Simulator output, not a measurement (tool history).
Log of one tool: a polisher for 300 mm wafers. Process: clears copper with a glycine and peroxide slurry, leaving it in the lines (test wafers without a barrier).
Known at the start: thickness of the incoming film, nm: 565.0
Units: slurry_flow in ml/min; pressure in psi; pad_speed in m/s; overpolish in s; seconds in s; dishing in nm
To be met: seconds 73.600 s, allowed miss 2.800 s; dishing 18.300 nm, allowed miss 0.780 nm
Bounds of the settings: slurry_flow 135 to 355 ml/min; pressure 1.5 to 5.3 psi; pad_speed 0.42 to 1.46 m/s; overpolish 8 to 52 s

| run | hour | slurry_flow | pressure | pad_speed | overpolish | seconds | dishing |
|---|---|---|---|---|---|---|---|
| 1 | 0.0 | 225 | 3.4 | 0.94 | 26 | 105.600 | 18.882 |
| 2 | 3.4 | 255 | 3.4 | 0.94 | 26 | 102.350 | 19.334 |
| 3 | 10.0 | 245 | 3.7 | 0.96 | 25 | 93.333 | 18.794 |
| 4 | 17.8 | 250 | 3.9 | 0.96 | 25 | 91.021 | 18.411 |
| 5 | 23.5 | 250 | 3.1 | 0.96 | 25 | 110.680 | 19.467 |
| 6 | 31.2 | 250 | 2.5 | 0.96 | 25 | 129.510 | 19.554 |
| 7 | 33.4 | 250 | 3.0 | 0.98 | 25 | 108.680 | 19.042 |
| 8 | 39.9 | 255 | 3.3 | 0.98 | 25 | 102.970 | 19.081 |
| 9 | 44.5 | 260 | 3.6 | 0.98 | 25 | 93.504 | 18.346 |
| 10 | 47.5 | 260 | 3.8 | 0.98 | 30 | 91.150 | 18.964 |
| 11 | 54.8 | 260 | 4.0 | 0.98 | 30 | 85.896 | 18.634 |
| 12 | 63.0 | 265 | 4.1 | 0.98 | 31 | 84.718 | 18.722 |
| 13 | 65.5 | 265 | 4.2 | 0.98 | 31 | 81.150 | 18.761 |
| 14 | 67.2 | 265 | 4.3 | 0.98 | 30 | 82.217 | 18.681 |
| 15 | 70.1 | 265 | 4.4 | 0.98 | 30 | 79.113 | 18.676 |
| 16 | 73.0 | 265 | 4.5 | 0.98 | 29 | 77.320 | 18.419 |
| 17 | 81.0 | 265 | 4.6 | 0.98 | 29 | 76.677 | 18.657 |

5 next moves are on the table. One of them brings every result within its allowed miss. Which?
| A | 89.0 | 265 | 4.7 | 1.02 | 26 | ? | ? |
| B | 89.0 | 180 | 3.7 | 1.18 | 19 | ? | ? |
| C | 89.0 | 160 | 4.1 | 1.12 | 23 | ? | ? |
| D | 89.0 | 220 | 4.0 | 1.10 | 14 | ? | ? |
| E | 89.0 | 285 | 3.7 | 1.14 | 20 | ? | ? |

| move | seconds | dishing |
|---|---|---|
| A | 73.150 | 18.779 |
| B | 83.631 | 18.697 |
| C | 80.583 | 18.750 |
| D | 80.877 | 18.504 |
| E | 82.344 | 18.775 |
A: meets every target
B: further off than the last run
C: further off than the last run
D: further off than the last run
E: further off than the last run
The right move is A.

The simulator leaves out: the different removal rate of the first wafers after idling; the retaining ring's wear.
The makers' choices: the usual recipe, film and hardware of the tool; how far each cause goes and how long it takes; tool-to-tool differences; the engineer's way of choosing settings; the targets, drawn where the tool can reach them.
